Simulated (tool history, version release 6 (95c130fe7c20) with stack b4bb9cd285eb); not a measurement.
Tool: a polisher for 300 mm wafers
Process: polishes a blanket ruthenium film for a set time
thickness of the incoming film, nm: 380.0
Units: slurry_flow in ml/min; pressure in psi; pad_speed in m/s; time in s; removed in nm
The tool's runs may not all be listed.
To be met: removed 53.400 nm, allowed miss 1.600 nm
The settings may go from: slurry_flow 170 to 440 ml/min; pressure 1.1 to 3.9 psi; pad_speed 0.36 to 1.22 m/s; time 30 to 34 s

Run 1, hour 0.0: slurry_flow 280 ml/min, pressure 2.5 psi, pad_speed 0.78 m/s, time 34 s. Result: removed 37.895 nm.
Run 2, hour 5.3: slurry_flow 280 ml/min, pressure 2.8 psi, pad_speed 0.78 m/s, time 34 s. Result: removed 42.392 nm.
Run 3, hour 7.2: slurry_flow 280 ml/min, pressure 3.0 psi, pad_speed 0.78 m/s, time 34 s. Result: removed 45.291 nm.
Run 4, hour 14.8: slurry_flow 280 ml/min, pressure 2.7 psi, pad_speed 0.78 m/s, time 34 s. Result: removed 40.931 nm.
Run 5, hour 21.9: slurry_flow 235 ml/min, pressure 2.7 psi, pad_speed 0.78 m/s, time 34 s. Result: removed 40.293 nm.
Run 6, hour 25.0: slurry_flow 235 ml/min, pressure 2.9 psi, pad_speed 0.78 m/s, time 34 s. Result: removed 44.034 nm.
Run 7, hour 33.4: slurry_flow 235 ml/min, pressure 3.1 psi, pad_speed 0.78 m/s, time 34 s. Result: removed 46.462 nm.
Run 8, hour 36.5: slurry_flow 235 ml/min, pressure 3.2 psi, pad_speed 0.78 m/s, time 34 s. Result: removed 47.550 nm.
Run 9, hour 43.6: slurry_flow 235 ml/min, pressure 3.3 psi, pad_speed 0.78 m/s, time 34 s. Result: removed 48.733 nm.
Run 10, hour 44.3: slurry_flow 235 ml/min, pressure 3.4 psi, pad_speed 0.78 m/s, time 34 s. Result: removed 50.194 nm.

5 next moves are on the table. One of them brings every result within its allowed miss. Which?
Run A, hour 45.0: slurry_flow 285 ml/min, pressure 3.5 psi, pad_speed 0.78 m/s, time 34 s. Result: removed ?.
Run B, hour 45.0: slurry_flow 230 ml/min, pressure 3.7 psi, pad_speed 0.70 m/s, time 34 s. Result: removed ?.
Run C, hour 45.0: slurry_flow 310 ml/min, pressure 3.5 psi, pad_speed 0.76 m/s, time 32 s. Result: removed ?.
Run D, hour 45.0: slurry_flow 210 ml/min, pressure 3.4 psi, pad_speed 0.80 m/s, time 33 s. Result: removed ?.
Run E, hour 45.0: slurry_flow 245 ml/min, pressure 2.9 psi, pad_speed 0.96 m/s, time 32 s. Result: removed ?.

move  removed
   A   53.037
   B   49.320
   C   49.046
   D   49.610
   E   50.075
A: meets every target
B: further off than the last run
C: further off than the last run
D: further off than the last run
E: as far off as the last run
The right move is A.
